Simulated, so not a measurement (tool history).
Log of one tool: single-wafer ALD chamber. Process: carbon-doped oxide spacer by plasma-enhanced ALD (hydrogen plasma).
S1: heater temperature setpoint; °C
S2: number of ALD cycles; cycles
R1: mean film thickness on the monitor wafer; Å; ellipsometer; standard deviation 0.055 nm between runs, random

run,hour,S1,S2,R1
1,0,380,377,180.09
2,4.3,388,377,179.93
3,8.6,388,412,196.62
4,16.7,393,412,196.68
5,25,393,402,192.18
6,33.7,393,443,212.98
7,39.3,393,429,205.46
8,47.8,393,416,198.08
9,49.1,393,405,194.12

For run 10, what comes out?
10,52.4,393,395,?

Run 10 gave R1 188.93 Å.
